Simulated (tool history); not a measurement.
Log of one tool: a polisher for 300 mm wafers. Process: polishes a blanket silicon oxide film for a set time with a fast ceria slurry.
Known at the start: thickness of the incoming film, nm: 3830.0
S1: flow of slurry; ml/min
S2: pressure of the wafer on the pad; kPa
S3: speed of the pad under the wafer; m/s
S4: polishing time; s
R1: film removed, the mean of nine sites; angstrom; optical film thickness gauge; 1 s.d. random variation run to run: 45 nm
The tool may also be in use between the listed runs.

run	hour	S1	S2	S3	S4	R1
1	0	215	15.2	1.26	123	21222
2	7.8	215	15.9	1.26	123	22122
3	16.3	215	17.9	1.26	123	25881
4	20	265	17.9	1.26	123	26917
5	23.8	265	15.9	1.26	123	23965
6	29.1	270	16.5	1.26	123	25150

What will run 7 give?
7	30.3	270	20.7	1.3	123	?

{"run 7": {"R1": 31279}}
